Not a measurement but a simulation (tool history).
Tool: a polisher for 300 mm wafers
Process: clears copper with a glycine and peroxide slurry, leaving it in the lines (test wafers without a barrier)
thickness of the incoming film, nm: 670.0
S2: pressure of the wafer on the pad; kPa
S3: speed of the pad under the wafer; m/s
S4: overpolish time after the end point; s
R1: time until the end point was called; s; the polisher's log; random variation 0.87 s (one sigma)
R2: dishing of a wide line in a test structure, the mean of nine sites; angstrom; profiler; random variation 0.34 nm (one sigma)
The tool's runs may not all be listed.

{"run": 1, "hour": 0.0, "flow of slurry (ml/min)": 215, "S2": 16.5, "S3": 1.02, "S4": 15, "R1": 138.37, "R2": 188.89}
{"run": 2, "hour": 2.6, "flow of slurry (ml/min)": 215, "S2": 13.1, "S3": 1.02, "S4": 15, "R1": 164.67, "R2": 196.01}
{"run": 3, "hour": 5.8, "flow of slurry (ml/min)": 215, "S2": 14.5, "S3": 1.02, "S4": 16, "R1": 154.49, "R2": 197.62}
{"run": 4, "hour": 9.1, "flow of slurry (ml/min)": 215, "S2": 14.5, "S3": 0.88, "S4": 16, "R1": 171.36, "R2": 192.8}
{"run": 5, "hour": 17.6, "flow of slurry (ml/min)": 215, "S2": 15.9, "S3": 0.9, "S4": 17, "R1": 158.93, "R2": 197.59}
{"run": 6, "hour": 23.4, "flow of slurry (ml/min)": 215, "S2": 18.6, "S3": 0.9, "S4": 17, "R1": 141.03, "R2": 203.13}

Run 7 comes next. What will it give?
{"run": 7, "hour": 26.4, "flow of slurry (ml/min)": 225, "S2": 22.8, "S3": 1.12, "S4": 10, "R1": "?", "R2": "?"}

Run 7 gave R1 102.12 s, R2 178.45 angstrom.
